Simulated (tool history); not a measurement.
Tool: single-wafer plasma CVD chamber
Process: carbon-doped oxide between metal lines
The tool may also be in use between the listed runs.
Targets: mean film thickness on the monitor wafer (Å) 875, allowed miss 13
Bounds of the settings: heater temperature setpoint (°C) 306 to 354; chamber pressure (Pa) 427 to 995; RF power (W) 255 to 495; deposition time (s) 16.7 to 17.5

run	day	heater temperature setpoint (°C)	chamber pressure (Pa)	RF power (W)	deposition time (s)	mean film thickness on the monitor wafer (Å)
1	0	330	711	375	17.5	798.42
2	0.288	330	711	355	17.5	763.58
3	0.429	330	711	355	17.5	762.65
4	0.775	326	763	360	17.5	792.32
5	1.058	326	763	360	16.7	754.49
6	1.321	326	763	410	16.7	856.41
7	1.462	326	763	410	16.7	855.05
8	1.704	325	769	410	16.7	857.64

Which of these 5 next moves meets every target?
A	1.946	316	548	390	17.4	?
B	1.946	322	841	385	16.7	?
C	1.946	326	936	390	17.5	?
D	1.946	327	803	385	17	?
E	1.946	332	681	405	17.5	?

move	mean film thickness on the monitor wafer (Å)
A	833.87
B	826.66
C	869.17
D	820.01
E	845.92
A: further off than the last run
B: further off than the last run
C: meets every target
D: further off than the last run
E: further off than the last run
Answer: C
